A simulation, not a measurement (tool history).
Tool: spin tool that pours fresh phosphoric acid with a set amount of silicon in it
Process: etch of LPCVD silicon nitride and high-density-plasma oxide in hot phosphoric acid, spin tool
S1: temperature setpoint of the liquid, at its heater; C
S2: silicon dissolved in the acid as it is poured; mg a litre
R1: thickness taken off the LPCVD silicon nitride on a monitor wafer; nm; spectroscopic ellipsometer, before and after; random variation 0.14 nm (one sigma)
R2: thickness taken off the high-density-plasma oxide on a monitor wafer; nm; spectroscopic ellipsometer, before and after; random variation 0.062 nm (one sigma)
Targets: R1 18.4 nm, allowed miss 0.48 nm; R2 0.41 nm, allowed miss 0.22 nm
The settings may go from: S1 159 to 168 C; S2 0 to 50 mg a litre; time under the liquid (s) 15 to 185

{"run": 1, "hour": 0.0, "S1": 164, "S2": 30, "time under the liquid (s)": 95, "R1": 10.144, "R2": 0.21176}
{"run": 2, "hour": 7.6, "S1": 164, "S2": 30, "time under the liquid (s)": 115, "R1": 12.358, "R2": 0.24826}
{"run": 3, "hour": 12.8, "S1": 164, "S2": 30, "time under the liquid (s)": 100, "R1": 10.617, "R2": 0.16172}
{"run": 4, "hour": 19.6, "S1": 164, "S2": 30, "time under the liquid (s)": 120, "R1": 12.669, "R2": 0.27483}
{"run": 5, "hour": 25.2, "S1": 166, "S2": 30, "time under the liquid (s)": 120, "R1": 13.611, "R2": 0.27046}
{"run": 6, "hour": 30.2, "S1": 166, "S2": 30, "time under the liquid (s)": 85, "R1": 9.7045, "R2": 0.19442}
{"run": 7, "hour": 33.9, "S1": 166.5, "S2": 30, "time under the liquid (s)": 100, "R1": 11.588, "R2": 0.21496}
{"run": 8, "hour": 35.1, "S1": 168, "S2": 22, "time under the liquid (s)": 145, "R1": 17.487, "R2": 0.4787}
{"run": 9, "hour": 41.0, "S1": 168, "S2": 23, "time under the liquid (s)": 145, "R1": 17.419, "R2": 0.52465}
{"run": 10, "hour": 46.1, "S1": 168, "S2": 24.5, "time under the liquid (s)": 145, "R1": 17.467, "R2": 0.4902}
{"run": 11, "hour": 46.7, "S1": 168, "S2": 26, "time under the liquid (s)": 145, "R1": 17.467, "R2": 0.37116}

Which of these 4 next moves meets every target?
{"run": "A", "hour": 47.3, "S1": 168, "S2": 22.5, "time under the liquid (s)": 145, "R1": "?", "R2": "?"}
{"run": "B", "hour": 47.3, "S1": 167.5, "S2": 28.5, "time under the liquid (s)": 155, "R1": "?", "R2": "?"}
{"run": "C", "hour": 47.3, "S1": 167.5, "S2": 1, "time under the liquid (s)": 155, "R1": "?", "R2": "?"}
{"run": "D", "hour": 47.3, "S1": 166, "S2": 45.5, "time under the liquid (s)": 155, "R1": "?", "R2": "?"}

move=A R1=17.421 R2=0.42314
move=B R1=18.323 R2=0.35586
move=C R1=18.323 R2=0.72515
move=D R1=17.45 R2=0.12599
A: as far off as the last run
B: meets every target
C: brings the result that was furthest off to its target, and leaves another outside
D: as far off as the last run
The right move is B.
